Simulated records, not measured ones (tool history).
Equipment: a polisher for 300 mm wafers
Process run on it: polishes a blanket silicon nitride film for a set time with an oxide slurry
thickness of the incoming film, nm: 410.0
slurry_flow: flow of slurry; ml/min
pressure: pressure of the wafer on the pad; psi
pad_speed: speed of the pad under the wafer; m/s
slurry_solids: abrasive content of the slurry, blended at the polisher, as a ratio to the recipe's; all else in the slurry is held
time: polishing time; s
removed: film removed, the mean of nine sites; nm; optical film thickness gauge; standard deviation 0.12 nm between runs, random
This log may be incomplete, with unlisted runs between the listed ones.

run	day	slurry_flow	pressure	pad_speed	slurry_solids	time	removed
1	0	130	2.6	0.98	1	29	14.179
2	0.129	130	2.5	0.98	1	29	13.99
3	0.275	130	2.9	0.98	1	29	16.288
4	0.3	130	3.3	0.98	1	29	18.374
5	0.642	130	3.1	0.98	1	29	17.548
6	0.925	130	3.1	1.16	1	29	19.245
7	1.246	130	2.9	1.16	1	29	18.001

What does the tool deliver on the next run?
8	1.579	130	2.7	1.16	1	29	?

Run 8 produced removed 16.68 nm.
